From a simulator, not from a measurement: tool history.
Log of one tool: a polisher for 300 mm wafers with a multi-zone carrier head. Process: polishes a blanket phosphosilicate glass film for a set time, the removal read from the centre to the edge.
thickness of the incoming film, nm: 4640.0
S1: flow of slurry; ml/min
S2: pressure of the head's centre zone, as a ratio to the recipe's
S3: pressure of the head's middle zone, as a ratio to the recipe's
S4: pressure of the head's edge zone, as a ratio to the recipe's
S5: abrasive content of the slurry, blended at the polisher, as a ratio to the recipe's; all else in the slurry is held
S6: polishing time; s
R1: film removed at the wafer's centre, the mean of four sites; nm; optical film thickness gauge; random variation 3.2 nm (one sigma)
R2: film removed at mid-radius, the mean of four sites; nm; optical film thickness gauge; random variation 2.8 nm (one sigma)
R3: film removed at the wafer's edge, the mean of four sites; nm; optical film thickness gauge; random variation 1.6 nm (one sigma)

run,hour,S1,S2,S3,S4,S5,S6,R1,R2,R3
1,0.0,275,1.00,1.00,1.00,1.00,59,454.60,428.88,431.55
2,5.8,275,1.00,1.04,1.00,1.00,59,447.85,447.87,434.44
3,7.8,275,0.99,1.03,0.98,0.95,58,416.21,419.94,408.87
4,10.2,275,0.99,1.03,0.96,0.90,57,411.35,402.12,389.95
5,16.1,275,0.98,1.03,0.95,0.85,56,380.21,378.98,368.51
6,22.3,275,0.98,1.03,0.94,0.80,56,367.03,361.29,346.78
7,24.6,275,0.97,1.03,0.93,0.75,56,344.03,352.99,340.04
8,27.6,275,0.97,1.03,0.92,0.70,56,325.87,336.91,323.02
9,33.5,275,0.97,1.03,0.91,0.70,56,330.23,342.28,320.30
10,37.1,275,0.97,1.02,0.90,0.70,56,326.72,333.83,320.27
11,37.9,275,0.97,1.02,0.89,0.70,56,333.92,333.81,313.90

The next listed run, before its measurement:
12,41.4,275,0.96,1.01,0.88,0.70,56,?,?,?

R1: 326.57 nm
R2: 329.89 nm
R3: 313.47 nm
